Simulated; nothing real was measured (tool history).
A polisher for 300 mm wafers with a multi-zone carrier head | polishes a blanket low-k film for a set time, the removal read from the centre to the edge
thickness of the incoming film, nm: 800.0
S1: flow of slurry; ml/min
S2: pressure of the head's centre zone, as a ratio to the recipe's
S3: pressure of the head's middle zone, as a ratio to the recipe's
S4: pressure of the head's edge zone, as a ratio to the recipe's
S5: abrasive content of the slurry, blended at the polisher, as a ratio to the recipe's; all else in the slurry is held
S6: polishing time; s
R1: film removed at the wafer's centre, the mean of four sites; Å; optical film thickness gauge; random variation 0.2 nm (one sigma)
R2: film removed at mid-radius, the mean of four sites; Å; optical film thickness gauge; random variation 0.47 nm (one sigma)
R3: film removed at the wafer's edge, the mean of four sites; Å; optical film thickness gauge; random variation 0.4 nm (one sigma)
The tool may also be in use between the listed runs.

run 1 hour=0.0 | S1=135 S2=1.00 S3=1.00 S4=1.00 S5=1.00 S6=62 | R1=232.96 R2=247.54 R3=236.53
run 2 hour=3.0 | S1=135 S2=1.07 S3=1.00 S4=1.00 S5=1.00 S6=62 | R1=249.90 R2=251.05 R3=236.24
run 3 hour=8.1 | S1=135 S2=1.04 S3=1.02 S4=1.02 S5=1.05 S6=62 | R1=246.25 R2=247.25 R3=242.42
run 4 hour=14.9 | S1=135 S2=1.10 S3=1.02 S4=1.02 S5=1.05 S6=62 | R1=262.61 R2=254.44 R3=240.80
run 5 hour=21.9 | S1=135 S2=1.10 S3=1.02 S4=1.02 S5=1.05 S6=57 | R1=241.14 R2=236.70 R3=225.78
run 6 hour=22.7 | S1=140 S2=1.06 S3=1.05 S4=1.01 S5=1.10 S6=58 | R1=240.25 R2=248.78 R3=235.45
run 7 hour=31.0 | S1=145 S2=1.03 S3=1.07 S4=1.00 S5=1.15 S6=58 | R1=243.29 R2=261.90 R3=237.26
run 8 hour=34.8 | S1=150 S2=1.00 S3=1.09 S4=1.01 S5=1.20 S6=58 | R1=241.79 R2=268.71 R3=242.49
run 9 hour=42.8 | S1=150 S2=0.97 S3=1.10 S4=1.02 S5=1.25 S6=59 | R1=238.48 R2=289.22 R3=253.10
run 10 hour=45.3 | S1=150 S2=0.96 S3=1.10 S4=1.04 S5=1.30 S6=59 | R1=242.73 R2=286.53 R3=259.92
run 11 hour=51.8 | S1=150 S2=0.95 S3=1.11 S4=1.05 S5=1.35 S6=59 | R1=240.70 R2=294.45 R3=255.97
run 12 hour=56.4 | S1=155 S2=0.93 S3=1.10 S4=1.06 S5=1.35 S6=60 | R1=241.17 R2=297.07 R3=270.27
run 13 hour=64.8 | S1=160 S2=0.92 S3=1.11 S4=1.07 S5=1.35 S6=60 | R1=241.41 R2=299.76 R3=272.14

Forecast run 14:
run 14 hour=71.9 | S1=165 S2=0.86 S3=1.17 S4=1.16 S5=1.45 S6=60 | R1=? R2=? R3=?

R1: 232.26 Å
R2: 325.77 Å
R3: 288.80 Å
